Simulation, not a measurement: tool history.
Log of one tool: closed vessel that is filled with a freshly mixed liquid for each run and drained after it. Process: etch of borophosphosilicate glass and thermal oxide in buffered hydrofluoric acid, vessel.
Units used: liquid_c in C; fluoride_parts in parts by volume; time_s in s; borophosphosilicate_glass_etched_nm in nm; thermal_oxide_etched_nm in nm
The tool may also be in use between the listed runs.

| run | hour | liquid_c | fluoride_parts | time_s | borophosphosilicate_glass_etched_nm | thermal_oxide_etched_nm |
|---|---|---|---|---|---|---|
| 1 | 0 | 23 | 8.5 | 60 | 189.92 | 73.007 |
| 2 | 5.1 | 24.5 | 8 | 60 | 220.6 | 86.796 |
| 3 | 8.5 | 25.5 | 7.5 | 60 | 247.04 | 96.387 |
| 4 | 17.5 | 25.5 | 6 | 60 | 304.53 | 120.06 |
| 5 | 18.6 | 25.5 | 6 | 50 | 249.2 | 99.803 |
| 6 | 23.5 | 25.5 | 6 | 70 | 357.84 | 136.44 |
| 7 | 25.6 | 26 | 6 | 70 | 361.43 | 143.38 |

Run 8, settings as shown, results not yet in. Your forecast:
| 8 | 27.1 | 26 | 6 | 70 | ? | ? |

Run 8 yielded borophosphosilicate_glass_etched_nm 365.18 nm, thermal_oxide_etched_nm 141.2 nm.
